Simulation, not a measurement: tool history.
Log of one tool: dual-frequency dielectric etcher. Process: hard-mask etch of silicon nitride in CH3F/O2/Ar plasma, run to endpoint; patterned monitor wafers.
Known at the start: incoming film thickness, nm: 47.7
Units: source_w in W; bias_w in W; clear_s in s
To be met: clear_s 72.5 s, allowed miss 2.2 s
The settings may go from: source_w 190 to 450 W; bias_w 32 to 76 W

Run 1, hour 0: source_w 320 W, bias_w 54 W. Result: clear_s 83.047 s.
Run 2, hour 4.8: source_w 320 W, bias_w 47 W. Result: clear_s 89.834 s.
Run 3, hour 8.1: source_w 290 W, bias_w 47 W. Result: clear_s 92.962 s.
Run 4, hour 11.9: source_w 310 W, bias_w 49 W. Result: clear_s 88.891 s.
Run 5, hour 12.7: source_w 280 W, bias_w 49 W. Result: clear_s 91.615 s.
Run 6, hour 14.4: source_w 240 W, bias_w 49 W. Result: clear_s 97.07 s.
Run 7, hour 18.8: source_w 270 W, bias_w 51 W. Result: clear_s 91.216 s.
Run 8, hour 25.5: source_w 290 W, bias_w 53 W. Result: clear_s 87.538 s.
Run 9, hour 30.6: source_w 310 W, bias_w 54 W. Result: clear_s 84.082 s.
Run 10, hour 35.6: source_w 330 W, bias_w 55 W. Result: clear_s 81.92 s.
Run 11, hour 43.2: source_w 340 W, bias_w 56 W. Result: clear_s 80.124 s.
Run 12, hour 48.9: source_w 350 W, bias_w 57 W. Result: clear_s 78.762 s.
Run 13, hour 50.5: source_w 360 W, bias_w 58 W. Result: clear_s 77.199 s.
Run 14, hour 53.6: source_w 370 W, bias_w 58 W. Result: clear_s 76.453 s.
Run 15, hour 59.9: source_w 380 W, bias_w 58 W. Result: clear_s 75.818 s.

5 next moves are on the table. One of them brings every result within its allowed miss. Which?
Run A, hour 66.2: source_w 380 W, bias_w 52 W. Result: clear_s ?.
Run B, hour 66.2: source_w 370 W, bias_w 48 W. Result: clear_s ?.
Run C, hour 66.2: source_w 360 W, bias_w 64 W. Result: clear_s ?.
Run D, hour 66.2: source_w 320 W, bias_w 60 W. Result: clear_s ?.
Run E, hour 66.2: source_w 380 W, bias_w 54 W. Result: clear_s ?.

move  clear_s
   A   79.869
   B   84.116
   C   73.256
   D    78.95
   E   78.325
A: further off than the last run
B: further off than the last run
C: meets every target
D: further off than the last run
E: further off than the last run
The right move is C.
